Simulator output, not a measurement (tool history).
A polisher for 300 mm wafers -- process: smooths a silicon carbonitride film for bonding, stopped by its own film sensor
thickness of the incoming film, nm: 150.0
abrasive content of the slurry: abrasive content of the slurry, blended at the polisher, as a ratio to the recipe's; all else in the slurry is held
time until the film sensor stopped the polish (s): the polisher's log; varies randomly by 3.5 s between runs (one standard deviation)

| run | hour | flow of slurry (ml/min) | pressure of the wafer on the pad (psi) | speed of the pad under the wafer (m/s) | abrasive content of the slurry | target thickness at which the film sensor stops the polish (angstrom) | time until the film sensor stopped the polish (s) |
|---|---|---|---|---|---|---|---|
| 1 | 0 | 265 | 2 | 0.68 | 1 | 1330 | 96.194 |
| 2 | 4.6 | 265 | 2 | 0.68 | 1.15 | 1330 | 90.565 |
| 3 | 10.2 | 230 | 2 | 0.68 | 1.15 | 1330 | 91.83 |
| 4 | 10.7 | 230 | 2 | 0.68 | 1.3 | 1330 | 87.145 |
| 5 | 15.8 | 230 | 1.8 | 0.64 | 1.3 | 1330 | 99.348 |
| 6 | 17 | 230 | 1.8 | 0.64 | 1.3 | 1350 | 86.632 |
| 7 | 19.1 | 230 | 1.6 | 0.58 | 1.25 | 1350 | 109.77 |
| 8 | 25.3 | 230 | 1.6 | 0.58 | 1.25 | 1350 | 104.6 |

Run 9 comes next. What will it give?
| 9 | 31.8 | 230 | 1.5 | 0.52 | 1.2 | 1350 | ? |

{"run 9": {"time until the film sensor stopped the polish (s)": 127.93}}

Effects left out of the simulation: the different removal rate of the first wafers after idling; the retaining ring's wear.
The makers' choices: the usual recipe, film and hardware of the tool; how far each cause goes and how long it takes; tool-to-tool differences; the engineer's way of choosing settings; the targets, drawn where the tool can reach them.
